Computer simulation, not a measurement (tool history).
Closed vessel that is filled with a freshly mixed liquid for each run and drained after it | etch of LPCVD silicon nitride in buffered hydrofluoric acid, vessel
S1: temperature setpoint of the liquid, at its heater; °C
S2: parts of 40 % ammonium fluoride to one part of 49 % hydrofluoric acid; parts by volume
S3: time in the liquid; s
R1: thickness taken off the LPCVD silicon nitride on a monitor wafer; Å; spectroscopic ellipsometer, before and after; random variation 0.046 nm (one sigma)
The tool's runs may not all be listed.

| run | hour | S1 | S2 | S3 | R1 |
|---|---|---|---|---|---|
| 1 | 0 | 21 | 10 | 755 | 100.29 |
| 2 | 7.9 | 21 | 10 | 755 | 99.53 |
| 3 | 15.9 | 21 | 10 | 755 | 100.55 |
| 4 | 20.9 | 21 | 10 | 755 | 99.312 |
| 5 | 25.3 | 20 | 11.5 | 750 | 82.673 |
| 6 | 32.9 | 19 | 12.5 | 745 | 71.748 |
| 7 | 39.5 | 18.5 | 13 | 740 | 66.624 |
| 8 | 47.5 | 18 | 13.5 | 735 | 61.567 |
| 9 | 57.1 | 17.5 | 14 | 735 | 57.314 |

Run 10 comes next. What will it give?
| 10 | 61.8 | 17 | 14 | 735 | ? |

{"run 10": {"R1": 56.001}}

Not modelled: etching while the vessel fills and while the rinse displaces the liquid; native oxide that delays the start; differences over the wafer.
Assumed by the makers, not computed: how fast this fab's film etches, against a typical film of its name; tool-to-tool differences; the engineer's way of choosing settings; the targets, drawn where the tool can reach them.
